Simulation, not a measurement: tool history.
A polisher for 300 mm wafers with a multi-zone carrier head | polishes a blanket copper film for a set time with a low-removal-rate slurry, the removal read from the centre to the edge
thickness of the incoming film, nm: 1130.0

run    day  flow of slurry (ml/min)  pressure of the head's centre zone  pressure of the head's middle zone  pressure of the head's edge zone  abrasive content of the slurry  polishing time (s)  film removed at the wafer's centre (nm)  film removed at mid-radius (nm)  film removed at the wafer's edge (nm)
  1  0.000                      135                                1.00                                1.00                              1.00                            1.00                  31                                   96.056                           93.954                                 93.240
  2  0.071                      135                                1.07                                1.00                              1.00                            1.00                  31                                  102.210                           94.243                                 95.271
  3  0.308                      135                                1.07                                1.00                              1.00                            1.10                  31                                  106.000                           97.211                                 97.149
  4  0.329                      135                                1.07                                1.06                              1.00                            1.10                  31                                  106.080                          103.710                                 98.912
  5  0.492                      130                                1.02                                1.04                              0.97                            0.95                  29                                   91.434                           89.993                                 86.810
  6  0.854                      130                                1.02                                1.04                              0.90                            0.95                  29                                   90.643                           91.432                                 84.805
  7  0.888                      125                                0.99                                1.03                              0.89                            0.85                  27                                   78.684                           83.452                                 75.952
  8  1.112                      120                                0.98                                1.00                              0.89                            0.75                  26                                   72.175                           72.819                                 71.189

Run 9, settings as shown, results not yet in. Your forecast:
  9  1.388                      120                                0.97                                1.00                              0.88                            0.70                  25                                        ?                                ?                                      ?

Run 9 gave film removed at the wafer's centre (nm) 69.679, film removed at mid-radius (nm) 69.866, film removed at the wafer's edge (nm) 66.912.
